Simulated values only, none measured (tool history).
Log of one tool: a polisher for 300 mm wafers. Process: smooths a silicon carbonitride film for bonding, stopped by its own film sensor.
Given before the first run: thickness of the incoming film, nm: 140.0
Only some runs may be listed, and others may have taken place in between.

run,day,flow of slurry (ml/min),pressure of the wafer on the pad (psi),speed of the pad under the wafer (m/s),abrasive content of the slurry,target thickness at which the film sensor stops the polish (nm),time until the film sensor stopped the polish (s)
1,0,240,1.5,0.68,1,125,126.2
2,0.229,240,1.4,0.68,1,125,134.19
3,0.567,240,1.2,0.68,1,125,141.99
4,0.875,195,1.2,0.68,1,125,147.07
5,1.162,195,1.4,0.68,1,125,132.4
6,1.204,195,1.4,0.68,1,125,136.61
7,1.262,195,1.3,0.68,1,125,140.7

Run 8, settings as shown, results not yet in. Your forecast:
8,1.321,195,1.2,0.68,1,125,?

For run 8 the tool returned time until the film sensor stopped the polish (s) 149.49.
